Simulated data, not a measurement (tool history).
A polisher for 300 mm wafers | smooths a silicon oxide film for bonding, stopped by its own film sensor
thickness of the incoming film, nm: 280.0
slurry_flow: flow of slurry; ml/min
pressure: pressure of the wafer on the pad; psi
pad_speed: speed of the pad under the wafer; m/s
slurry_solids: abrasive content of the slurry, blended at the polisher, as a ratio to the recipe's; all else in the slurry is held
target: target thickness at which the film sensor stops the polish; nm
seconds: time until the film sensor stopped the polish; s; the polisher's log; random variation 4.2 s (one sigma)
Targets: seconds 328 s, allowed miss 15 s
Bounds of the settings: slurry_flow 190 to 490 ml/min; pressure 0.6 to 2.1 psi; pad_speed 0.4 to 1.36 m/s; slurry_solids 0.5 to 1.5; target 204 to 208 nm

{"run": 1, "day": 0.0, "slurry_flow": 315, "pressure": 1.3, "pad_speed": 0.88, "slurry_solids": 1, "target": 208, "seconds": 183.89}
{"run": 2, "day": 0.071, "slurry_flow": 315, "pressure": 1.5, "pad_speed": 0.88, "slurry_solids": 1, "target": 208, "seconds": 166.44}
{"run": 3, "day": 0.3, "slurry_flow": 245, "pressure": 1.5, "pad_speed": 0.88, "slurry_solids": 1, "target": 208, "seconds": 167.71}
{"run": 4, "day": 0.658, "slurry_flow": 245, "pressure": 1.3, "pad_speed": 0.86, "slurry_solids": 1, "target": 208, "seconds": 196.45}
{"run": 5, "day": 0.971, "slurry_flow": 245, "pressure": 1.2, "pad_speed": 0.84, "slurry_solids": 1, "target": 208, "seconds": 212.5}
{"run": 6, "day": 1.212, "slurry_flow": 245, "pressure": 1.2, "pad_speed": 0.84, "slurry_solids": 1, "target": 208, "seconds": 207.51}
{"run": 7, "day": 1.512, "slurry_flow": 245, "pressure": 1.1, "pad_speed": 0.82, "slurry_solids": 1, "target": 208, "seconds": 234.36}
{"run": 8, "day": 1.554, "slurry_flow": 245, "pressure": 1, "pad_speed": 0.82, "slurry_solids": 1, "target": 208, "seconds": 257.9}
{"run": 9, "day": 1.838, "slurry_flow": 245, "pressure": 0.9, "pad_speed": 0.82, "slurry_solids": 1, "target": 208, "seconds": 279.19}

4 next moves are on the table. One of them brings every result within its allowed miss. Which?
{"run": "A", "day": 2.121, "slurry_flow": 195, "pressure": 0.8, "pad_speed": 0.82, "slurry_solids": 1, "target": 208, "seconds": "?"}
{"run": "B", "day": 2.121, "slurry_flow": 320, "pressure": 1.1, "pad_speed": 1, "slurry_solids": 0.9, "target": 208, "seconds": "?"}
{"run": "C", "day": 2.121, "slurry_flow": 255, "pressure": 0.8, "pad_speed": 0.74, "slurry_solids": 0.95, "target": 204, "seconds": "?"}
{"run": "D", "day": 2.121, "slurry_flow": 255, "pressure": 0.8, "pad_speed": 0.76, "slurry_solids": 0.9, "target": 204, "seconds": "?"}

move=A seconds=329.15
move=B seconds=219.82
move=C seconds=362.02
move=D seconds=368.89
A: meets every target
B: further off than the last run
C: takes the result that was furthest off past its target
D: takes the result that was furthest off past its target
Answer: A
